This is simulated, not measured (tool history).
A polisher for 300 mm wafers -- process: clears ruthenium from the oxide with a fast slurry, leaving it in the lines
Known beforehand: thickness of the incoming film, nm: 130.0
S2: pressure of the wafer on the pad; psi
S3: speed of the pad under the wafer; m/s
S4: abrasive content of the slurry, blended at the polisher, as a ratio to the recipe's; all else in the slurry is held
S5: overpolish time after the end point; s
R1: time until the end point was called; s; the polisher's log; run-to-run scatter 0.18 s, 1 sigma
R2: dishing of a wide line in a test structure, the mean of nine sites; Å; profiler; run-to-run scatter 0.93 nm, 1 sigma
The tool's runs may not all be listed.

{"run": 1, "hour": 0.0, "flow of slurry (ml/min)": 230, "S2": 3.2, "S3": 1.26, "S4": 1.0, "S5": 26, "R1": 22.429, "R2": 1093.8}
{"run": 2, "hour": 2.0, "flow of slurry (ml/min)": 230, "S2": 3.4, "S3": 1.26, "S4": 1.0, "S5": 23, "R1": 21.175, "R2": 1024.6}
{"run": 3, "hour": 9.8, "flow of slurry (ml/min)": 230, "S2": 3.7, "S3": 1.24, "S4": 1.0, "S5": 21, "R1": 19.971, "R2": 1030.2}
{"run": 4, "hour": 18.2, "flow of slurry (ml/min)": 230, "S2": 3.7, "S3": 1.32, "S4": 0.95, "S5": 19, "R1": 19.544, "R2": 971.36}
{"run": 5, "hour": 19.7, "flow of slurry (ml/min)": 230, "S2": 3.7, "S3": 1.32, "S4": 0.95, "S5": 30, "R1": 19.15, "R2": 1280.7}
{"run": 6, "hour": 23.2, "flow of slurry (ml/min)": 215, "S2": 3.9, "S3": 1.36, "S4": 0.9, "S5": 27, "R1": 18.279, "R2": 1239.4}
{"run": 7, "hour": 25.8, "flow of slurry (ml/min)": 240, "S2": 4.1, "S3": 1.38, "S4": 0.85, "S5": 24, "R1": 17.431, "R2": 1212.5}
{"run": 8, "hour": 31.9, "flow of slurry (ml/min)": 225, "S2": 3.9, "S3": 1.44, "S4": 0.95, "S5": 21, "R1": 16.844, "R2": 1123.3}
{"run": 9, "hour": 39.5, "flow of slurry (ml/min)": 210, "S2": 3.7, "S3": 1.52, "S4": 1.0, "S5": 19, "R1": 16.943, "R2": 1047.9}

For run 10, what comes out?
{"run": 10, "hour": 48.3, "flow of slurry (ml/min)": 145, "S2": 2.8, "S3": 1.88, "S4": 1.25, "S5": 8, "R1": "?", "R2": "?"}

Run 10 yielded R1 16.967 s, R2 541.96 Å.

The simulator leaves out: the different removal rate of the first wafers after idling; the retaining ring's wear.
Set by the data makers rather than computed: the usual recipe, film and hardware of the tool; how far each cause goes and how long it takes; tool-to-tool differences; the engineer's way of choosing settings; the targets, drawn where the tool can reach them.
